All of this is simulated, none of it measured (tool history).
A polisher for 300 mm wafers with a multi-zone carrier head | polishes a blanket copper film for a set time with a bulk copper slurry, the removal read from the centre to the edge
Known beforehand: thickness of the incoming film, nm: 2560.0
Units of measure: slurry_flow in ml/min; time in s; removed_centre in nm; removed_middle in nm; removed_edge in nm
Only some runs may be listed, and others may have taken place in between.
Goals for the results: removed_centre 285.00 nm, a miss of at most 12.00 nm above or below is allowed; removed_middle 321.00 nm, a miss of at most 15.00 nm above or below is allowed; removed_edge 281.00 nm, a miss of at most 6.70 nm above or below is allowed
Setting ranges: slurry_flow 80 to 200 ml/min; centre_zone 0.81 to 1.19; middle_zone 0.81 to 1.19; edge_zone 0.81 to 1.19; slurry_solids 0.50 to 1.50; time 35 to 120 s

run 1 hour=0.0 | slurry_flow=130 centre_zone=1.00 middle_zone=1.00 edge_zone=1.00 slurry_solids=1.00 time=77 | removed_centre=456.51 removed_middle=494.23 removed_edge=498.76
run 2 hour=3.7 | slurry_flow=125 centre_zone=1.00 middle_zone=1.01 edge_zone=0.97 slurry_solids=0.90 time=71 | removed_centre=398.82 removed_middle=455.09 removed_edge=445.64
run 3 hour=8.9 | slurry_flow=125 centre_zone=1.03 middle_zone=1.01 edge_zone=0.94 slurry_solids=0.85 time=65 | removed_centre=377.13 removed_middle=411.20 removed_edge=394.38
run 4 hour=16.5 | slurry_flow=120 centre_zone=1.04 middle_zone=1.01 edge_zone=0.91 slurry_solids=0.80 time=62 | removed_centre=357.03 removed_middle=395.73 removed_edge=365.73
run 5 hour=22.3 | slurry_flow=120 centre_zone=1.04 middle_zone=1.01 edge_zone=0.91 slurry_solids=0.65 time=62 | removed_centre=340.93 removed_middle=378.47 removed_edge=355.74
run 6 hour=23.4 | slurry_flow=150 centre_zone=1.04 middle_zone=1.01 edge_zone=0.91 slurry_solids=0.65 time=62 | removed_centre=363.98 removed_middle=394.47 removed_edge=369.70
run 7 hour=25.4 | slurry_flow=140 centre_zone=1.04 middle_zone=1.01 edge_zone=0.89 slurry_solids=0.60 time=60 | removed_centre=345.44 removed_middle=370.89 removed_edge=344.31
run 8 hour=27.0 | slurry_flow=135 centre_zone=1.04 middle_zone=1.01 edge_zone=0.87 slurry_solids=0.60 time=59 | removed_centre=339.32 removed_middle=369.56 removed_edge=335.30
run 9 hour=32.5 | slurry_flow=135 centre_zone=1.04 middle_zone=1.01 edge_zone=0.87 slurry_solids=0.60 time=59 | removed_centre=333.44 removed_middle=358.17 removed_edge=336.31
run 10 hour=33.7 | slurry_flow=130 centre_zone=1.05 middle_zone=1.02 edge_zone=0.86 slurry_solids=0.60 time=58 | removed_centre=330.55 removed_middle=350.76 removed_edge=328.75
run 11 hour=41.7 | slurry_flow=130 centre_zone=1.05 middle_zone=1.05 edge_zone=0.85 slurry_solids=0.60 time=56 | removed_centre=316.71 removed_middle=350.31 removed_edge=314.53
-- hour=46.2 centre zone pressure recalibrated
run 12 hour=46.2 | slurry_flow=125 centre_zone=1.05 middle_zone=1.06 edge_zone=0.84 slurry_solids=0.60 time=56 | removed_centre=347.53 removed_middle=353.99 removed_edge=309.29
run 13 hour=54.5 | slurry_flow=120 centre_zone=1.03 middle_zone=1.06 edge_zone=0.83 slurry_solids=0.60 time=56 | removed_centre=334.17 removed_middle=351.44 removed_edge=306.29

Below are 4 possible settings for the next run. Only one of them brings all results inside the allowed miss of their targets. Which is it?
run A hour=62.8 | slurry_flow=125 centre_zone=1.04 middle_zone=1.05 edge_zone=0.83 slurry_solids=0.65 time=50 | removed_centre=? removed_middle=? removed_edge=?
run B hour=62.8 | slurry_flow=115 centre_zone=1.00 middle_zone=0.96 edge_zone=0.90 slurry_solids=0.50 time=51 | removed_centre=? removed_middle=? removed_edge=?
run C hour=62.8 | slurry_flow=125 centre_zone=1.01 middle_zone=1.04 edge_zone=0.81 slurry_solids=0.55 time=52 | removed_centre=? removed_middle=? removed_edge=?
run D hour=62.8 | slurry_flow=105 centre_zone=0.98 middle_zone=1.09 edge_zone=0.85 slurry_solids=0.50 time=54 | removed_centre=? removed_middle=? removed_edge=?

move=A removed_centre=311.34 removed_middle=318.85 removed_edge=274.89
move=B removed_centre=287.91 removed_middle=285.49 removed_edge=277.48
move=C removed_centre=307.75 removed_middle=322.05 removed_edge=276.93
move=D removed_centre=289.96 removed_middle=327.83 removed_edge=280.61
A: nearer the targets than the last run, but a result is still out of spec
B: the worst result of the last run now meets its target, but another is out of spec
C: nearer the targets than the last run, but a result is still out of spec
D: all results in spec
D is the move that brings every result within its allowed miss.

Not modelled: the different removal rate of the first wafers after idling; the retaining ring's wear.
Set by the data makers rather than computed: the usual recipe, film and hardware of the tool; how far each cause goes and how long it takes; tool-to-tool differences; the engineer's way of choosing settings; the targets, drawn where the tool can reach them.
